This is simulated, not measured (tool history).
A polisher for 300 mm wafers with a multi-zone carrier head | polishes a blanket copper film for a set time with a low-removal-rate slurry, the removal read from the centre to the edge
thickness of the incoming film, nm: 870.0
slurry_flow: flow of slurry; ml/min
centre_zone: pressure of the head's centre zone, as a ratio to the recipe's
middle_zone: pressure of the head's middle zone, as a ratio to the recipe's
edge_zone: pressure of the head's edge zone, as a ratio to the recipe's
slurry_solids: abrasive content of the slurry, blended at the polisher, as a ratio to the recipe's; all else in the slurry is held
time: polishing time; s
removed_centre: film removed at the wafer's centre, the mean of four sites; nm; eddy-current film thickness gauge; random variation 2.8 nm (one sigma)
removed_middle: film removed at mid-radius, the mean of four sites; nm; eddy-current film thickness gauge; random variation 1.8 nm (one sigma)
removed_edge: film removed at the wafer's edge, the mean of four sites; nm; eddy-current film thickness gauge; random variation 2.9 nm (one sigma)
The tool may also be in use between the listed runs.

run 1 hour=0 | slurry_flow=170 centre_zone=1 middle_zone=1 edge_zone=1 slurry_solids=1 time=48 | removed_centre=250.13 removed_middle=213.66 removed_edge=214.45
run 2 hour=0.9 | slurry_flow=170 centre_zone=1 middle_zone=1 edge_zone=1 slurry_solids=1.15 time=48 | removed_centre=247.98 removed_middle=220.61 removed_edge=222.79
run 3 hour=5 | slurry_flow=170 centre_zone=1 middle_zone=0.95 edge_zone=1 slurry_solids=1.15 time=48 | removed_centre=253.53 removed_middle=214.35 removed_edge=222.81
run 4 hour=8.7 | slurry_flow=145 centre_zone=1 middle_zone=0.95 edge_zone=1 slurry_solids=1.15 time=48 | removed_centre=248.77 removed_middle=210.33 removed_edge=220.6
run 5 hour=10.2 | slurry_flow=145 centre_zone=1 middle_zone=0.95 edge_zone=1 slurry_solids=1 time=48 | removed_centre=243.51 removed_middle=204.06 removed_edge=212.99
run 6 hour=15.1 | slurry_flow=145 centre_zone=1 middle_zone=0.92 edge_zone=1 slurry_solids=1 time=48 | removed_centre=241 removed_middle=200.16 removed_edge=213.75
run 7 hour=17.9 | slurry_flow=150 centre_zone=0.99 middle_zone=0.94 edge_zone=1.01 slurry_solids=1.05 time=48 | removed_centre=246.39 removed_middle=205.52 removed_edge=223.31
run 8 hour=25.1 | slurry_flow=200 centre_zone=0.89 middle_zone=1.04 edge_zone=0.99 slurry_solids=1 time=48 | removed_centre=220.76 removed_middle=226.07 removed_edge=221.06
run 9 hour=32 | slurry_flow=205 centre_zone=0.89 middle_zone=1.04 edge_zone=1 slurry_solids=1 time=48 | removed_centre=226.71 removed_middle=226.67 removed_edge=218.22
run 10 hour=38.9 | slurry_flow=205 centre_zone=0.89 middle_zone=1.04 edge_zone=1.01 slurry_solids=1.05 time=48 | removed_centre=224.41 removed_middle=231.85 removed_edge=218.42
run 11 hour=39.5 | slurry_flow=205 centre_zone=0.89 middle_zone=1.04 edge_zone=1.01 slurry_solids=1.05 time=48 | removed_centre=228.56 removed_middle=231.97 removed_edge=223.29
run 12 hour=48.2 | slurry_flow=205 centre_zone=0.89 middle_zone=1.04 edge_zone=1.02 slurry_solids=1.05 time=48 | removed_centre=225.75 removed_middle=227.46 removed_edge=222.48

Run 13 comes next. What will it give?
run 13 hour=50.9 | slurry_flow=205 centre_zone=0.89 middle_zone=1.04 edge_zone=1.03 slurry_solids=1.1 time=48 | removed_centre=? removed_middle=? removed_edge=?

{"run 13": {"removed_centre": 225.47, "removed_middle": 228.17, "removed_edge": 230.4}}

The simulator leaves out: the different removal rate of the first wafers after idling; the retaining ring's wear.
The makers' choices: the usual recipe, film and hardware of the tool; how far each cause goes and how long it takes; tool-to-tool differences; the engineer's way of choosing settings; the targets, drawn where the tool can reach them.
